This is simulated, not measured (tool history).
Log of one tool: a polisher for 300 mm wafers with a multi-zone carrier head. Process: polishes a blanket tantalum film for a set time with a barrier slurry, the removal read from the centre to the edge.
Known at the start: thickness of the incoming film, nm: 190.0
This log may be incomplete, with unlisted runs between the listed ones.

| run | hour | flow of slurry (ml/min) | pressure of the head's centre zone | pressure of the head's middle zone | pressure of the head's edge zone | abrasive content of the slurry | polishing time (s) | film removed at the wafer's centre (angstrom) | film removed at mid-radius (angstrom) | film removed at the wafer's edge (angstrom) |
|---|---|---|---|---|---|---|---|---|---|---|
| 1 | 0.0 | 275 | 1.00 | 1.00 | 1.00 | 1.00 | 27 | 705.93 | 722.77 | 745.36 |
| 2 | 6.5 | 280 | 1.02 | 1.02 | 1.02 | 1.10 | 27 | 741.01 | 762.41 | 774.35 |
| 3 | 9.9 | 285 | 1.04 | 1.03 | 1.04 | 1.20 | 27 | 778.95 | 802.00 | 801.54 |
| 4 | 15.8 | 285 | 1.09 | 1.03 | 1.04 | 1.20 | 27 | 822.06 | 790.40 | 803.31 |
| 5 | 17.4 | 290 | 1.10 | 1.04 | 1.06 | 1.25 | 27 | 842.53 | 793.95 | 827.16 |
|  | 21.0 | edge zone pressure recalibrated |
| 6 | 21.0 | 290 | 1.10 | 1.04 | 1.09 | 1.25 | 27 | 837.66 | 797.00 | 788.16 |
| 7 | 25.0 | 295 | 1.11 | 1.07 | 1.05 | 1.30 | 27 | 878.49 | 863.73 | 796.83 |
| 8 | 26.4 | 295 | 1.10 | 1.06 | 1.05 | 1.35 | 28 | 900.91 | 868.70 | 814.37 |
| 9 | 31.8 | 290 | 1.09 | 1.06 | 1.06 | 1.35 | 29 | 919.37 | 900.38 | 872.06 |

What will run 10 give?
| 10 | 33.3 | 315 | 1.12 | 1.11 | 1.16 | 1.50 | 29 | ? | ? | ? |

Run 10 yielded film removed at the wafer's centre (angstrom) 966.17, film removed at mid-radius (angstrom) 964.81, film removed at the wafer's edge (angstrom) 925.31.

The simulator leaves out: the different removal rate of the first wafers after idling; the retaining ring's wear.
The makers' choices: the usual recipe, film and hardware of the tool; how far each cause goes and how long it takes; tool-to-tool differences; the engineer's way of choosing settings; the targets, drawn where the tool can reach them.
